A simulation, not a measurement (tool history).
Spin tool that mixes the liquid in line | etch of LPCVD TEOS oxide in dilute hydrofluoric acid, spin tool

| run | day | temperature setpoint of the liquid (C) | parts of water to one part of 49 % hydrofluoric acid (parts by volume) | time under the liquid (s) | thickness taken off the LPCVD TEOS oxide on a monitor wafer (Å) |
|---|---|---|---|---|---|
| 1 | 0.000 | 25.0 | 265 | 240 | 152.72 |
| 2 | 0.250 | 26.0 | 260 | 240 | 160.81 |
| 3 | 0.550 | 22.5 | 260 | 240 | 144.13 |
| 4 | 0.571 | 24.0 | 260 | 240 | 150.91 |
| 5 | 0.717 | 25.0 | 255 | 240 | 160.73 |
| 6 | 0.917 | 25.0 | 255 | 255 | 172.13 |
| 7 | 1.108 | 26.0 | 250 | 255 | 179.33 |
| 8 | 1.212 | 26.5 | 245 | 255 | 188.81 |
| 9 | 1.467 | 27.0 | 240 | 255 | 197.61 |

Run 10 comes next. What will it give?
| 10 | 1.767 | 27.5 | 240 | 255 | ? |

thickness taken off the LPCVD TEOS oxide on a monitor wafer (Å): 199.76

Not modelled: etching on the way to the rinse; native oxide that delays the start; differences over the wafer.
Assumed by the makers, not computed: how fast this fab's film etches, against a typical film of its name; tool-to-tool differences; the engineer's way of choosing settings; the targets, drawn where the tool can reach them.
